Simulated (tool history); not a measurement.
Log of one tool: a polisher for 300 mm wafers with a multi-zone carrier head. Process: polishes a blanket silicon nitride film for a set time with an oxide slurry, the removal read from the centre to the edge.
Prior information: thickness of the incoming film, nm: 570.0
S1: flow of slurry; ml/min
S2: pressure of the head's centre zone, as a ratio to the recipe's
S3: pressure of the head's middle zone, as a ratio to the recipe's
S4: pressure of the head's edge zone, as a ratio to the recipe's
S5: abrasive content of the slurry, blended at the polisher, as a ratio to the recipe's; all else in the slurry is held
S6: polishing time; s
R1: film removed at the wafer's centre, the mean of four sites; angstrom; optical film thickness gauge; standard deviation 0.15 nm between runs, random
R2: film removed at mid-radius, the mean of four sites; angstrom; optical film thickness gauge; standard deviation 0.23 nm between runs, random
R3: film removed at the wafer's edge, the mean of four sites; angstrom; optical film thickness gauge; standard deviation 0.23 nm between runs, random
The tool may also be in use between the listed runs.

run 1 hour=0 | S1=240 S2=1 S3=1 S4=1 S5=1 S6=40 | R1=402.33 R2=417.61 R3=411.7
run 2 hour=5.3 | S1=240 S2=1 S3=1 S4=1 S5=1 S6=33 | R1=338.24 R2=339.4 R3=341.88
run 3 hour=12.3 | S1=240 S2=1 S3=1 S4=0.95 S5=1 S6=33 | R1=330.46 R2=345.12 R3=334.96
run 4 hour=14.7 | S1=240 S2=1 S3=1 S4=0.95 S5=0.8 S6=33 | R1=289.85 R2=290.97 R3=292.24
run 5 hour=20 | S1=235 S2=0.98 S3=1 S4=0.94 S5=0.75 S6=33 | R1=270.06 R2=283.13 R3=275.82
run 6 hour=28 | S1=230 S2=0.96 S3=0.99 S4=0.93 S5=0.75 S6=33 | R1=261.63 R2=281.32 R3=273.02
run 7 hour=30.9 | S1=225 S2=0.95 S3=0.98 S4=0.92 S5=0.75 S6=33 | R1=259.69 R2=274.32 R3=272.01
run 8 hour=38.9 | S1=220 S2=0.93 S3=0.98 S4=0.91 S5=0.75 S6=33 | R1=254.38 R2=276.81 R3=264.83
run 9 hour=44.4 | S1=220 S2=0.92 S3=0.98 S4=0.92 S5=0.7 S6=33 | R1=240.51 R2=259.56 R3=260.59
run 10 hour=45.1 | S1=190 S2=0.82 S3=1.04 S4=0.82 S5=0.5 S6=32 | R1=145.17 R2=190.12 R3=171.33
run 11 hour=46.8 | S1=205 S2=0.82 S3=1.04 S4=0.83 S5=0.5 S6=32 | R1=147.67 R2=193.87 R3=174.46

Run 12 is up next; what results do you expect?
run 12 hour=54.2 | S1=215 S2=0.83 S3=1.04 S4=0.85 S5=0.5 S6=32 | R1=? R2=? R3=?

Run 12 produced R1 152.48 angstrom, R2 194.92 angstrom, R3 174.41 angstrom.

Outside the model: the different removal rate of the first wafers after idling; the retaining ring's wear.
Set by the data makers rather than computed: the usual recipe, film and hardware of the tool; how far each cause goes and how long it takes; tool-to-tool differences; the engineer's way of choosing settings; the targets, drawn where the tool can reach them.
